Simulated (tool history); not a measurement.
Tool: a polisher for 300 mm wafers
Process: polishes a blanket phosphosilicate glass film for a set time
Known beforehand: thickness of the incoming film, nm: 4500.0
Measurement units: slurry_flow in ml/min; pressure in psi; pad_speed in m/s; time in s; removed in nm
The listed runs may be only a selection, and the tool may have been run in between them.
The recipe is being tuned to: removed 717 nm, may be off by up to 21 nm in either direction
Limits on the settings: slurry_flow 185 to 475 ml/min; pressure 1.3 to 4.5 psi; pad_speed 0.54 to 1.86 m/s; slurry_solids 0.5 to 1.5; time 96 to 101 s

Run 1, hour 0: slurry_flow 305 ml/min, pressure 2.9 psi, pad_speed 1.18 m/s, slurry_solids 1, time 96 s. Result: removed 1014.9 nm.
Run 2, hour 2.5: slurry_flow 305 ml/min, pressure 2.6 psi, pad_speed 1.18 m/s, slurry_solids 1, time 96 s. Result: removed 912.78 nm.
Run 3, hour 6.7: slurry_flow 305 ml/min, pressure 2.4 psi, pad_speed 1.18 m/s, slurry_solids 1, time 96 s. Result: removed 846.52 nm.
Run 4, hour 15.5: slurry_flow 305 ml/min, pressure 2.4 psi, pad_speed 1.18 m/s, slurry_solids 1.15, time 96 s. Result: removed 909.1 nm.
Run 5, hour 18.8: slurry_flow 305 ml/min, pressure 2.2 psi, pad_speed 1.18 m/s, slurry_solids 1.15, time 96 s. Result: removed 835.38 nm.
Run 6, hour 25.5: slurry_flow 305 ml/min, pressure 2.2 psi, pad_speed 1.4 m/s, slurry_solids 1.15, time 96 s. Result: removed 956.37 nm.
Run 7, hour 33.9: slurry_flow 305 ml/min, pressure 1.9 psi, pad_speed 1.4 m/s, slurry_solids 1.15, time 96 s. Result: removed 828.05 nm.
Run 8, hour 34.9: slurry_flow 305 ml/min, pressure 1.8 psi, pad_speed 1.4 m/s, slurry_solids 1.15, time 96 s. Result: removed 790.13 nm.
Run 9, hour 43: slurry_flow 300 ml/min, pressure 1.5 psi, pad_speed 1.4 m/s, slurry_solids 1.15, time 96 s. Result: removed 666.02 nm.
Run 10, hour 46.2: slurry_flow 315 ml/min, pressure 1.5 psi, pad_speed 1.4 m/s, slurry_solids 1.15, time 96 s. Result: removed 664.76 nm.

Exercise: of the 5 proposed moves below, exactly one satisfies all targets within the stated allowed misses. Which move is it?
Run A, hour 49.4: slurry_flow 270 ml/min, pressure 1.6 psi, pad_speed 1.24 m/s, slurry_solids 1.05, time 96 s. Result: removed ?.
Run B, hour 49.4: slurry_flow 365 ml/min, pressure 1.6 psi, pad_speed 1.12 m/s, slurry_solids 1.1, time 101 s. Result: removed ?.
Run C, hour 49.4: slurry_flow 295 ml/min, pressure 1.7 psi, pad_speed 1.12 m/s, slurry_solids 1, time 101 s. Result: removed ?.
Run D, hour 49.4: slurry_flow 290 ml/min, pressure 1.5 psi, pad_speed 1.54 m/s, slurry_solids 1.05, time 101 s. Result: removed ?.
Run E, hour 49.4: slurry_flow 320 ml/min, pressure 1.5 psi, pad_speed 1.56 m/s, slurry_solids 1.25, time 97 s. Result: removed ?.

move  removed
   A   606.85
   B   614.25
   C   610.87
   D   717.73
   E   762.79
A: further off than the last run
B: further off than the last run
C: further off than the last run
D: all results in spec
E: takes the biggest miss from the last run beyond its target
D is the move that brings every result within its allowed miss.
